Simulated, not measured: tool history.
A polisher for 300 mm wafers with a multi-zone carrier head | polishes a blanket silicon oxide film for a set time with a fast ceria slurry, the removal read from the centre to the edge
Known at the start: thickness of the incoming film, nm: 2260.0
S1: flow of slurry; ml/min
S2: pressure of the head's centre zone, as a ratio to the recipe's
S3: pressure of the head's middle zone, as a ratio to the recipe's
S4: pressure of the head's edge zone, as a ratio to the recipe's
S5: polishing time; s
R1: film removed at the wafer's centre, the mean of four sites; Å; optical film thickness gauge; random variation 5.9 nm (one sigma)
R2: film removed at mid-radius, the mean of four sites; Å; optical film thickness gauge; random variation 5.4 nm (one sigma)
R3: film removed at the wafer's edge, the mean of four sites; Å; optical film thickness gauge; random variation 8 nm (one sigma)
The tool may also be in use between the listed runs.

run 1 hour=0 | S1=240 S2=1 S3=1 S4=1 S5=53 | R1=6436.1 R2=6667.6 R3=6566.7
run 2 hour=4.2 | S1=240 S2=1 S3=1 S4=1.04 S5=53 | R1=6511.9 R2=6713.9 R3=6613.3
run 3 hour=11.6 | S1=240 S2=0.98 S3=1 S4=1.07 S5=57 | R1=6840.2 R2=7174.4 R3=7269.2
run 4 hour=19.4 | S1=250 S2=0.98 S3=1.02 S4=1.1 S5=59 | R1=7120.6 R2=7480 R3=7742.5
run 5 hour=22.4 | S1=225 S2=0.98 S3=1.02 S4=1.1 S5=59 | R1=7000.5 R2=7414.4 R3=7673.9
run 6 hour=26.8 | S1=240 S2=0.99 S3=1.05 S4=1.12 S5=60 | R1=7206.4 R2=7727.9 R3=7900.7
run 7 hour=35.1 | S1=255 S2=1 S3=1.07 S4=1.14 S5=61 | R1=7538.7 R2=8066.1 R3=8229.6

Forecast run 8:
run 8 hour=41.1 | S1=255 S2=1 S3=1.07 S4=1.14 S5=61 | R1=? R2=? R3=?

R1: 7572.7 Å
R2: 8145.6 Å
R3: 8111.2 Å

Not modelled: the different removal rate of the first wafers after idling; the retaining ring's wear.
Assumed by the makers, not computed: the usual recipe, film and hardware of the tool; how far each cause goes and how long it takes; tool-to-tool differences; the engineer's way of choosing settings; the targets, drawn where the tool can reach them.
